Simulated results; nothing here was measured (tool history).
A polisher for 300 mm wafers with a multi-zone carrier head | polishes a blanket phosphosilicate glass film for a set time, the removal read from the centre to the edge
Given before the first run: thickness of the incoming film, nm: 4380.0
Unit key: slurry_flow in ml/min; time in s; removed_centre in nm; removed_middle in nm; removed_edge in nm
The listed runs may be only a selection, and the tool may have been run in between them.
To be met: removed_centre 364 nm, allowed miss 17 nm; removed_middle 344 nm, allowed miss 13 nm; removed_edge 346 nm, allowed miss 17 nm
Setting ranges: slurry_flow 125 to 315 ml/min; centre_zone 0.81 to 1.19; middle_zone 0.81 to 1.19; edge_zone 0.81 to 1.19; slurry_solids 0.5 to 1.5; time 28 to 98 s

run   hour  slurry_flow  centre_zone  middle_zone  edge_zone  slurry_solids  time  removed_centre  removed_middle  removed_edge
  1      0          205            1            1          1              1    63          538.33          521.64        535.43
  2    5.9          205            1         0.99       0.98            0.9    62          469.75          475.81        469.53
  3   10.7          205         1.05         0.99       0.98            0.9    62           490.3          477.47        485.74
  4   13.4          205         1.05         0.99       0.98            0.9    76          591.97          569.04        592.37
  5   17.6          205         1.05         0.99       1.05            0.9    76             612           584.6        614.47
  6   20.7          205         1.05         0.99       1.05            0.7    76          475.58          454.62        468.32
  7   21.7          210         1.05         0.99       1.05           0.65    75          433.93          415.24        437.21
  8   28.9          205         1.06         0.98       0.95            0.5    71           255.6          246.64        252.05
  9   37.1          210         1.07         0.99       0.97            0.5    71          265.35          252.21        258.91
 10   41.8          210         1.08            1       0.99            0.5    71          260.46          247.37        254.64
 11   43.8          225         1.07         0.99          1            0.5    71          267.56          249.16        254.36
      49.2  -- slurry nozzle cleaned
 12   49.2          225         1.07            1       1.03            0.5    71          274.89          265.26        269.08
 13   51.1          225         1.07            1       1.03            0.5    71          287.31          264.31        267.45
 14   52.7          225         1.05            1       1.05            0.5    71          274.69          266.72        270.57
 15   59.5          215         1.07         1.01       1.07            0.5    71           278.3          268.78        277.92
 16   66.6          230         1.04         0.99       1.07            0.5    71          273.49          263.84         274.1
 17   75.4          220         1.06         1.01       1.08            0.5    71          277.69          267.13        268.49
 18   81.8          225         1.06         1.01       1.09            0.5    71          283.63          268.61        279.12
 19   90.5          230         1.06         1.02        1.1            0.5    71          277.75          275.06        273.59
 20     98          230         1.07         1.02       1.11            0.5    71          285.02          274.56        271.39
 21  104.9          225         1.07         1.02       1.12            0.5    71          281.77          272.51        275.62
 22  112.8          215         1.13         1.06       1.16           0.75    73          554.42          532.99        544.49
 23  121.4          230          1.1         1.04       1.13           0.75    73           550.8          533.42        534.56
 24  129.6          235         1.07         1.01       1.08           0.75    73          549.79          516.12        519.19
 25  134.5          205         0.97         0.92       0.98            0.5    59          214.44          201.33        217.89
 26  140.4          210         0.98         0.93          1           0.55    59          266.11          248.33        270.52

5 candidate next runs follow, results not yet known. Just one meets every target within its allowed miss. Identify it.
  A  146.3          310         1.02         0.97       0.97            0.9    42               ?               ?             ?
  B  146.3          315         1.17         1.15       0.92            0.7    52               ?               ?             ?
  C  146.3          250         1.16         1.07        0.9            0.6    61               ?               ?             ?
  D  146.3          240         1.13         0.82       1.06            0.6    72               ?               ?             ?
  E  146.3          125         0.81          0.9       1.04            0.5    65               ?               ?             ?

move  removed_centre  removed_middle  removed_edge
   A          372.75          341.37        353.49
   B          400.59          385.09        337.86
   C          370.39          337.82        315.15
   D          426.05          317.62        394.16
   E          190.56          194.17        229.06
A: meets every target
B: carries the result that was furthest off beyond its target, to the other side
C: the furthest-off result lands on target, but another misses its tolerance
D: moves toward the targets from the last run without getting all of them in spec
E: the biggest miss grows against the last run
A meets every target.
